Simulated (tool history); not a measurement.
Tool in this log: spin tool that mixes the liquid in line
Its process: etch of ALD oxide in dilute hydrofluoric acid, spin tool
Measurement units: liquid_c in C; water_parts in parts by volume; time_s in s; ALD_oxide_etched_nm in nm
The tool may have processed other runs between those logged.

Run 1, hour 0.0: liquid_c 23.0 C, water_parts 110 parts by volume, time_s 320 s. Result: ALD_oxide_etched_nm 58.169 nm.
Run 2, hour 6.2: liquid_c 24.5 C, water_parts 105 parts by volume, time_s 320 s. Result: ALD_oxide_etched_nm 64.821 nm.
Run 3, hour 10.2: liquid_c 24.5 C, water_parts 130 parts by volume, time_s 320 s. Result: ALD_oxide_etched_nm 50.880 nm.
Run 4, hour 13.7: liquid_c 26.0 C, water_parts 125 parts by volume, time_s 320 s. Result: ALD_oxide_etched_nm 56.041 nm.
Run 5, hour 17.4: liquid_c 27.0 C, water_parts 120 parts by volume, time_s 320 s. Result: ALD_oxide_etched_nm 62.101 nm.
Run 6, hour 18.6: liquid_c 28.0 C, water_parts 115 parts by volume, time_s 320 s. Result: ALD_oxide_etched_nm 66.787 nm.
Run 7, hour 24.6: liquid_c 31.0 C, water_parts 90 parts by volume, time_s 320 s. Result: ALD_oxide_etched_nm 99.241 nm.
Run 8, hour 32.2: liquid_c 30.5 C, water_parts 90 parts by volume, time_s 320 s. Result: ALD_oxide_etched_nm 96.959 nm.
Run 9, hour 40.3: liquid_c 30.0 C, water_parts 90 parts by volume, time_s 320 s. Result: ALD_oxide_etched_nm 95.353 nm.

Run 10 has not been measured yet. What should we expect?
Run 10, hour 46.2: liquid_c 29.5 C, water_parts 90 parts by volume, time_s 320 s. Result: ALD_oxide_etched_nm ?.

{"run 10": {"ALD_oxide_etched_nm": 93.926}}
